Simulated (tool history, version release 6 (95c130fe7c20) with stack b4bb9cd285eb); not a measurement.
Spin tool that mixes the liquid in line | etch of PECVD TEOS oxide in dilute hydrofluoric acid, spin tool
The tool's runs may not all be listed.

run  hour  temperature setpoint of the liquid (°C)  parts of water to one part of 49 % hydrofluoric acid (parts by volume)  time under the liquid (s)  thickness taken off the PECVD TEOS oxide on a monitor wafer (nm)
  1     0                                       23                                                                     215                        115                                                             7.511
  2   4.2                                     22.5                                                                     215                        115                                                            7.4063
  3   8.3                                     22.5                                                                     185                        115                                                            8.9134
  4  17.2                                     25.5                                                                     185                        115                                                            9.9156
  5  21.5                                     25.5                                                                     185                        125                                                            10.867
  6  25.8                                     25.5                                                                     185                        125                                                            10.822

Run 7 is up next; what results do you expect?
  7    30                                     25.5                                                                     185                        125                                                                 ?

thickness taken off the PECVD TEOS oxide on a monitor wafer (nm): 10.918

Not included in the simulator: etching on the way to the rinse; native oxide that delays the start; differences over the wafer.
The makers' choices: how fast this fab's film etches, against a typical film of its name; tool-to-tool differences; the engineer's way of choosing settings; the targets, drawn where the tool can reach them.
